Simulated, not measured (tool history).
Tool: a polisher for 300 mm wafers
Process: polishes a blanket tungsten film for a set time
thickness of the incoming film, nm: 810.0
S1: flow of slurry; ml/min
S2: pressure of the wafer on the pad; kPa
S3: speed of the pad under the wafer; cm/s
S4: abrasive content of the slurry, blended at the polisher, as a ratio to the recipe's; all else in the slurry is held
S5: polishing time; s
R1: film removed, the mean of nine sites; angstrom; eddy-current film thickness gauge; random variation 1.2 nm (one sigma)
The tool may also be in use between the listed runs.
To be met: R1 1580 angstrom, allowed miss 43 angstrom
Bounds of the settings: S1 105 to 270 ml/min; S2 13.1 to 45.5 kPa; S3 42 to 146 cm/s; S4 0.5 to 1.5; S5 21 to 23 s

| run | day | S1 | S2 | S3 | S4 | S5 | R1 |
|---|---|---|---|---|---|---|---|
| 1 | 0 | 175 | 29 | 94 | 1 | 23 | 1102 |
| 2 | 0.121 | 185 | 31.7 | 94 | 1 | 23 | 1226.8 |
| 3 | 0.412 | 195 | 33.8 | 94 | 1 | 23 | 1330.4 |
| 4 | 0.717 | 200 | 35.2 | 94 | 1 | 23 | 1376.6 |
| 5 | 0.858 | 200 | 36.5 | 94 | 1 | 23 | 1418.5 |
| 6 | 1.171 | 200 | 36.5 | 110 | 1 | 23 | 1673.1 |
| 7 | 1.221 | 200 | 36.5 | 110 | 1 | 23 | 1646.8 |
| 8 | 1.575 | 195 | 36.5 | 110 | 1 | 23 | 1632.1 |
| 9 | 1.871 | 190 | 36.5 | 110 | 1 | 23 | 1666.8 |

Which of these 4 next moves meets every target?
| A | 2.167 | 220 | 38.6 | 112 | 1.05 | 21 | ? |
| B | 2.167 | 155 | 38.6 | 100 | 1.25 | 23 | ? |
| C | 2.167 | 170 | 40 | 106 | 1.1 | 22 | ? |
| D | 2.167 | 180 | 36.5 | 108 | 0.95 | 23 | ? |

| move | R1 |
|---|---|
| A | 1683.2 |
| B | 1659 |
| C | 1692.3 |
| D | 1581.5 |
A: further off than the last run
B: nearer than the last run, and not there yet
C: further off than the last run
D: meets every target
Answer: D
